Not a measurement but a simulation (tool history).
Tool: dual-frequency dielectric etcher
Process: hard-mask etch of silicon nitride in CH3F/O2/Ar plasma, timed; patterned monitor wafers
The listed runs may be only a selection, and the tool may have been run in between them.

| run | hour | source power (W) | bias power (W) | etch time (s) | mean etch depth across the wafer (angstrom) |
|---|---|---|---|---|---|
| 1 | 0 | 470 | 57 | 106 | 656.8 |
| 2 | 6.5 | 470 | 64 | 106 | 683.7 |
| 3 | 11 | 470 | 64 | 98.5 | 633.14 |
| 4 | 12.1 | 470 | 64 | 106 | 685.38 |
| 5 | 20.7 | 440 | 63 | 105.5 | 658.7 |
| 6 | 29.1 | 420 | 62 | 105 | 640.33 |
| 7 | 36.8 | 400 | 61 | 105 | 624.02 |

Run 8, settings as shown, results not yet in. Your forecast:
| 8 | 45.7 | 390 | 61 | 105 | ? |

For run 8 the tool returned mean etch depth across the wafer (angstrom) 608.56.

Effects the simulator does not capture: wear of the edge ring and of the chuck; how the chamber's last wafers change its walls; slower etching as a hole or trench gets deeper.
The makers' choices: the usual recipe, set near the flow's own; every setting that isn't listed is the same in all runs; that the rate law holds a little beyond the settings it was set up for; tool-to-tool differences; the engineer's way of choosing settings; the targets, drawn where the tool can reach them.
